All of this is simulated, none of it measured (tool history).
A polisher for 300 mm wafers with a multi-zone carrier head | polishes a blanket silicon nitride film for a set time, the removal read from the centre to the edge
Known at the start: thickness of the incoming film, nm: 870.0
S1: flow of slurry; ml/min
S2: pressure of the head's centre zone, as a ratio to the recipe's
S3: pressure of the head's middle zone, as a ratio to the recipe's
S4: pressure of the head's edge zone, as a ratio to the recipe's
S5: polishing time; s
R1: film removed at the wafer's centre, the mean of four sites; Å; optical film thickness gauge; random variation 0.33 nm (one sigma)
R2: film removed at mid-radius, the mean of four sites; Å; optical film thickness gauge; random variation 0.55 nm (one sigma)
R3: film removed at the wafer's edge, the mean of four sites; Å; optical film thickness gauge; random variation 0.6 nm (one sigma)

run	hour	S1	S2	S3	S4	S5	R1	R2	R3
1	0.0	175	1.00	1.00	1.00	49	493.82	484.69	498.65
2	6.8	175	1.00	0.95	1.00	49	481.72	458.13	492.35
3	8.1	175	0.97	0.95	1.00	49	482.33	461.61	485.99
4	15.3	175	0.89	0.95	1.00	49	438.02	457.86	485.49
5	18.0	170	0.88	0.95	0.99	49	425.91	459.79	485.32
6	21.1	170	0.93	0.95	0.99	49	447.97	458.72	478.27
7	25.6	165	0.92	0.95	0.99	49	445.22	439.79	477.76

The next listed run, before its measurement:
8	29.7	140	0.82	1.05	0.94	47	?	?	?

R1: 363.55 Å
R2: 451.74 Å
R3: 434.83 Å

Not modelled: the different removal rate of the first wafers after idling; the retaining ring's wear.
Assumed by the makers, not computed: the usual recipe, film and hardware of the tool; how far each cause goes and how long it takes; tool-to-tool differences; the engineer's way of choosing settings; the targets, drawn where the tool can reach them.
